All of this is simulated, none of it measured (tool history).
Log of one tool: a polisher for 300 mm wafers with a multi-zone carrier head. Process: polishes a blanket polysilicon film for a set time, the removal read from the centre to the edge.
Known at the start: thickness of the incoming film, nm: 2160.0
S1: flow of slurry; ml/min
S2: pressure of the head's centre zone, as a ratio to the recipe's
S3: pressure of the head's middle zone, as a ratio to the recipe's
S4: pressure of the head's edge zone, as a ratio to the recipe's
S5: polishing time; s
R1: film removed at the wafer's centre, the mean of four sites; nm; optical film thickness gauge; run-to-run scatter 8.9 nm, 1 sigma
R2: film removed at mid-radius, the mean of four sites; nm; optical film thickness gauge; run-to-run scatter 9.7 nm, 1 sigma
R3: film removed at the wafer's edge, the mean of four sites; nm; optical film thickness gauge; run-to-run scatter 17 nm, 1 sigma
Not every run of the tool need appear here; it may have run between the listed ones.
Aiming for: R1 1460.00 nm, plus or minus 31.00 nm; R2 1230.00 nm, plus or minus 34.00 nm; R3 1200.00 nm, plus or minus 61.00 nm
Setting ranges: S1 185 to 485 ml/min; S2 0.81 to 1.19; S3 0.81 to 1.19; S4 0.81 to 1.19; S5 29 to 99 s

run	hour	S1	S2	S3	S4	S5	R1	R2	R3
1	0.0	310	1.00	1.00	1.00	64	906.16	919.66	866.57
2	5.9	330	1.06	1.01	1.03	69	1048.60	985.92	963.15
3	6.5	330	1.06	0.96	1.03	69	1044.40	963.09	966.76
4	7.7	330	1.06	0.96	1.03	81	1229.90	1117.00	1117.40
5	11.1	350	1.09	0.99	1.04	81	1254.70	1157.50	1144.50
6	18.7	350	1.12	0.99	1.03	82	1306.70	1170.10	1158.90
7	22.3	350	1.14	0.99	1.01	83	1358.10	1187.70	1149.10
8	27.2	355	1.16	0.99	1.01	84	1392.90	1203.60	1168.90
9	30.1	360	1.17	0.99	1.01	84	1407.90	1200.70	1140.20
10	39.1	360	1.17	0.99	1.01	84	1377.20	1192.60	1179.70

5 next moves are on the table. One of them brings every result within its allowed miss. Which?
A	48.1	475	1.06	1.02	1.01	85	?	?	?
B	48.1	350	1.15	0.97	1.03	85	?	?	?
C	48.1	310	1.07	1.01	0.89	85	?	?	?
D	48.1	305	1.19	0.96	0.98	85	?	?	?
E	48.1	355	1.19	1.00	1.02	86	?	?	?

move	R1	R2	R3
A	1315.50	1262.10	1183.50
B	1399.90	1189.80	1180.80
C	1294.40	1223.40	1095.60
D	1435.50	1170.30	1146.00
E	1466.50	1235.80	1189.20
A: lands further from the targets than the last run did
B: better than the last run, though not everything is in spec
C: lands further from the targets than the last run did
D: the worst result of the last run now meets its target, but another is out of spec
E: in spec on every target
E is the move that brings every result within its allowed miss.

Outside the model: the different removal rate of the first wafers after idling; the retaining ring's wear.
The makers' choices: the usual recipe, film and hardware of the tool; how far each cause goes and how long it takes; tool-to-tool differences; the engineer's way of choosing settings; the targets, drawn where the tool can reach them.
